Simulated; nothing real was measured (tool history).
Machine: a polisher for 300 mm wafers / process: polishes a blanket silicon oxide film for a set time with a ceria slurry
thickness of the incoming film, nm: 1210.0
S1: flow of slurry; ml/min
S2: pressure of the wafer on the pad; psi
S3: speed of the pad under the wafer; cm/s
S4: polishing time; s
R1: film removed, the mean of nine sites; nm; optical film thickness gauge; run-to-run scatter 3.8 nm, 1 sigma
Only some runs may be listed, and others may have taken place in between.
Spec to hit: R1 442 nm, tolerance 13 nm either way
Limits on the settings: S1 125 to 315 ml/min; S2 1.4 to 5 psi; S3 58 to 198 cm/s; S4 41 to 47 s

run	hour	S1	S2	S3	S4	R1
1	0	205	3.2	128	47	307.46
2	2.8	210	3.4	128	47	326.54
3	9.8	210	3.6	128	47	347.6
4	18.6	210	3.7	128	47	345.66
5	20.2	210	4.2	128	47	390.73
6	22.7	215	4.3	128	47	407.98
7	29.3	220	4.3	128	47	407.71
8	34.9	225	4.3	128	47	410.61

Consider the 5 candidate settings below. Which is the only one whose results all fall within their allowed miss of target?
A	40.5	240	4.4	128	42	?
B	40.5	315	4.2	114	46	?
C	40.5	255	3.4	170	47	?
D	40.5	195	5	100	47	?
E	40.5	200	4.1	138	42	?

move	R1
A	377.22
B	362.82
C	435.8
D	366.65
E	369.81
A: further off than the last run
B: further off than the last run
C: all results in spec
D: further off than the last run
E: further off than the last run
Answer: C

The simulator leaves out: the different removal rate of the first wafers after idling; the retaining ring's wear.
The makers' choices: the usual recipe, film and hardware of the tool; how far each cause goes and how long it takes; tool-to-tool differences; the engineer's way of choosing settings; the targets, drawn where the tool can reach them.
